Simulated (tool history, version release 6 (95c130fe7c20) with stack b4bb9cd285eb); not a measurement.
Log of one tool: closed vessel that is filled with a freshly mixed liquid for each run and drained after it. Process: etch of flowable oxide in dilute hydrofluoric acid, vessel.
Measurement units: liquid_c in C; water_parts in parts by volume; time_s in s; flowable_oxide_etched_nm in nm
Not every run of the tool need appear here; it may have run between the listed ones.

run	hour	liquid_c	water_parts	time_s	flowable_oxide_etched_nm
1	0	22	235	30	4.4274
2	5.5	23.5	220	30	5.0438
3	8.2	23.5	135	30	8.8827
4	12.1	23.5	135	30	9.0627
5	12.7	23.5	175	30	6.6476
6	20.3	25	175	30	7.0511
7	25.6	26	175	30	7.3064

What does the tool deliver on the next run?
8	31.9	27	175	30	?

flowable_oxide_etched_nm: 7.5965 nm

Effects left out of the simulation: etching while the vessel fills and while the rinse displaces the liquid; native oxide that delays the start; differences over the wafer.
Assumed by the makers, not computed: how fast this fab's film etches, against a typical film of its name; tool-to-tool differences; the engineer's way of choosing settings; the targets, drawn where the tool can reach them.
